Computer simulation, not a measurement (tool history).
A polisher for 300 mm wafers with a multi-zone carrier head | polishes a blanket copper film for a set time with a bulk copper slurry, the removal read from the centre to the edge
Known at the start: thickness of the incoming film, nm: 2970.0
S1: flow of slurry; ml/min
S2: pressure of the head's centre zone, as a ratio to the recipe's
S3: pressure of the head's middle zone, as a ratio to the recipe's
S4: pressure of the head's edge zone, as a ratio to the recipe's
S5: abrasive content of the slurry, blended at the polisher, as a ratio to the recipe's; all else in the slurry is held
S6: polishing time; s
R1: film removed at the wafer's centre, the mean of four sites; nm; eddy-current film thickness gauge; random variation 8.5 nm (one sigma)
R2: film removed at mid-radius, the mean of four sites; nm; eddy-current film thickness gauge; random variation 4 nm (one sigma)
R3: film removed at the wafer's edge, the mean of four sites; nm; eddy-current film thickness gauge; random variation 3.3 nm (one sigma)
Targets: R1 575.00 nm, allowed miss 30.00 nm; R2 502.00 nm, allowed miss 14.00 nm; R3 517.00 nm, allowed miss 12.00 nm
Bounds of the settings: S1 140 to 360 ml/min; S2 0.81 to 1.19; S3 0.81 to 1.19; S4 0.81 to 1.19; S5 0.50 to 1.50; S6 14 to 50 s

{"run": 1, "hour": 0.0, "S1": 230, "S2": 1.0, "S3": 1.0, "S4": 1.0, "S5": 1.0, "S6": 32, "R1": 390.93, "R2": 402.35, "R3": 371.93}
{"run": 2, "hour": 3.6, "S1": 230, "S2": 0.93, "S3": 1.0, "S4": 1.0, "S5": 1.0, "S6": 32, "R1": 364.46, "R2": 396.47, "R3": 364.8}
{"run": 3, "hour": 10.0, "S1": 230, "S2": 0.93, "S3": 1.0, "S4": 1.0, "S5": 1.0, "S6": 25, "R1": 287.79, "R2": 313.77, "R3": 284.02}
{"run": 4, "hour": 10.7, "S1": 240, "S2": 0.98, "S3": 1.0, "S4": 1.03, "S5": 1.1, "S6": 27, "R1": 331.68, "R2": 349.09, "R3": 321.39}
{"run": 5, "hour": 16.7, "S1": 240, "S2": 0.98, "S3": 1.0, "S4": 1.03, "S5": 1.2, "S6": 27, "R1": 341.03, "R2": 356.72, "R3": 326.85}
{"run": 6, "hour": 23.8, "S1": 240, "S2": 0.98, "S3": 1.0, "S4": 1.03, "S5": 1.2, "S6": 31, "R1": 394.42, "R2": 409.07, "R3": 377.26}
{"run": 7, "hour": 28.5, "S1": 245, "S2": 1.01, "S3": 0.99, "S4": 1.06, "S5": 1.25, "S6": 32, "R1": 421.43, "R2": 424.99, "R3": 397.83}
{"run": 8, "hour": 35.8, "S1": 245, "S2": 1.03, "S3": 0.97, "S4": 1.08, "S5": 1.3, "S6": 33, "R1": 441.13, "R2": 424.09, "R3": 415.83}
{"run": 9, "hour": 42.9, "S1": 250, "S2": 1.05, "S3": 0.97, "S4": 1.1, "S5": 1.35, "S6": 34, "R1": 470.63, "R2": 457.51, "R3": 435.15}
{"run": 10, "hour": 49.9, "S1": 270, "S2": 1.11, "S3": 0.87, "S4": 1.19, "S5": 1.5, "S6": 38, "R1": 581.27, "R2": 478.15, "R3": 519.59}

Which of these 4 next moves meets every target?
{"run": "A", "hour": 56.9, "S1": 250, "S2": 1.05, "S3": 0.9, "S4": 1.12, "S5": 1.5, "S6": 37, "R1": "?", "R2": "?", "R3": "?"}
{"run": "B", "hour": 56.9, "S1": 280, "S2": 1.16, "S3": 0.88, "S4": 1.19, "S5": 1.3, "S6": 37, "R1": "?", "R2": "?", "R3": "?"}
{"run": "C", "hour": 56.9, "S1": 290, "S2": 1.16, "S3": 0.87, "S4": 1.17, "S5": 1.5, "S6": 36, "R1": "?", "R2": "?", "R3": "?"}
{"run": "D", "hour": 56.9, "S1": 330, "S2": 1.12, "S3": 0.92, "S4": 1.19, "S5": 1.5, "S6": 37, "R1": "?", "R2": "?", "R3": "?"}

move=A R1=528.51 R2=472.51 R3=487.55
move=B R1=574.77 R2=457.21 R3=490.67
move=C R1=578.90 R2=457.00 R3=489.89
move=D R1=582.44 R2=493.12 R3=511.92
A: further off than the last run
B: further off than the last run
C: further off than the last run
D: meets every target
The right move is D.
